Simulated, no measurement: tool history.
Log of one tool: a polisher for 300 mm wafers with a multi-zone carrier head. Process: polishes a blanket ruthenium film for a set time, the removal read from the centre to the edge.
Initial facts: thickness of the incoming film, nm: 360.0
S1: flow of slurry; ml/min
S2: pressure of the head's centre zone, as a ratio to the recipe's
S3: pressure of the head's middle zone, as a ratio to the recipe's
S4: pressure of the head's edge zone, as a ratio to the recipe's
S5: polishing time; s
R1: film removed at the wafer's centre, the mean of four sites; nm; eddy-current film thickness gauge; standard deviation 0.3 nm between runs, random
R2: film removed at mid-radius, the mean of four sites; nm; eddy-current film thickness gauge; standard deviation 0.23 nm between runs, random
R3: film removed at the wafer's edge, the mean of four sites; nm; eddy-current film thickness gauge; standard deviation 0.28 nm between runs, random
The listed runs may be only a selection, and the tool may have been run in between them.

run    day   S1    S2    S3    S4  S5      R1      R2      R3
  1      0  225     1     1     1  60  34.274   34.26   33.21
  2  0.362  225     1  0.94     1  60  34.029  33.123  33.252
  3  0.588  225     1  0.94     1  54  30.506  29.397  30.741
  4  0.875  225  0.96  0.94     1  54   29.33  29.872   30.21
  5  1.246  270  0.96  0.94     1  54  29.794  30.184  30.965
  6  1.462  270  1.04  0.94     1  54   32.36  30.683  30.951
  7  1.575  265  1.04  0.96  0.95  45  27.046  25.981  24.229

Forecast run 8:
  8  1.612  260  1.01  0.93  0.91  42   ?   ?   ?

R1: 24.576 nm
R2: 23.16 nm
R3: 22.908 nm
